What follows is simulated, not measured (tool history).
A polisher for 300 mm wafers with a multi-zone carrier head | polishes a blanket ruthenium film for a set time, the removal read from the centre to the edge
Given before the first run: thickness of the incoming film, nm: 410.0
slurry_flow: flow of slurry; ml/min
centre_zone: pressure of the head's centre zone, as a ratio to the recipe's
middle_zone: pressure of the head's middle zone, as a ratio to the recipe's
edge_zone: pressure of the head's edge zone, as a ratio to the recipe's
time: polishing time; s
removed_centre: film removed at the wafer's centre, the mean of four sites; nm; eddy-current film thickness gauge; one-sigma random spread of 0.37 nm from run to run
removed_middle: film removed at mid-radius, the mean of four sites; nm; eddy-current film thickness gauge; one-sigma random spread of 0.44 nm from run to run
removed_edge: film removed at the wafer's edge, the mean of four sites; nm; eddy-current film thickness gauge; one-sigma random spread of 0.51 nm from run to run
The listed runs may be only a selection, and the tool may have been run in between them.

run 1 hour=0.0 | slurry_flow=135 centre_zone=1.00 middle_zone=1.00 edge_zone=1.00 time=60 | removed_centre=83.707 removed_middle=83.235 removed_edge=86.208
run 2 hour=3.4 | slurry_flow=130 centre_zone=0.98 middle_zone=0.97 edge_zone=0.97 time=52 | removed_centre=68.532 removed_middle=68.313 removed_edge=74.185
run 3 hour=5.3 | slurry_flow=130 centre_zone=0.98 middle_zone=0.97 edge_zone=0.92 time=52 | removed_centre=69.512 removed_middle=69.266 removed_edge=71.437
run 4 hour=6.8 | slurry_flow=130 centre_zone=0.98 middle_zone=0.97 edge_zone=0.92 time=37 | removed_centre=49.582 removed_middle=48.811 removed_edge=51.485
run 5 hour=13.2 | slurry_flow=125 centre_zone=0.97 middle_zone=0.96 edge_zone=0.90 time=36 | removed_centre=46.536 removed_middle=46.807 removed_edge=49.833
run 6 hour=21.2 | slurry_flow=125 centre_zone=0.97 middle_zone=0.96 edge_zone=0.95 time=36 | removed_centre=47.870 removed_middle=47.148 removed_edge=50.037
run 7 hour=29.2 | slurry_flow=120 centre_zone=0.97 middle_zone=0.95 edge_zone=0.94 time=35 | removed_centre=45.598 removed_middle=45.264 removed_edge=48.063
run 8 hour=30.2 | slurry_flow=115 centre_zone=0.97 middle_zone=0.94 edge_zone=0.94 time=35 | removed_centre=44.933 removed_middle=44.501 removed_edge=47.975
run 9 hour=33.8 | slurry_flow=110 centre_zone=0.97 middle_zone=0.93 edge_zone=0.93 time=35 | removed_centre=44.073 removed_middle=43.498 removed_edge=47.226

Predict the results of run 10:
run 10 hour=42.5 | slurry_flow=105 centre_zone=0.97 middle_zone=0.93 edge_zone=0.92 time=35 | removed_centre=? removed_middle=? removed_edge=?

Logged for run 10: removed_centre 44.477 nm, removed_middle 43.828 nm, removed_edge 48.103 nm.
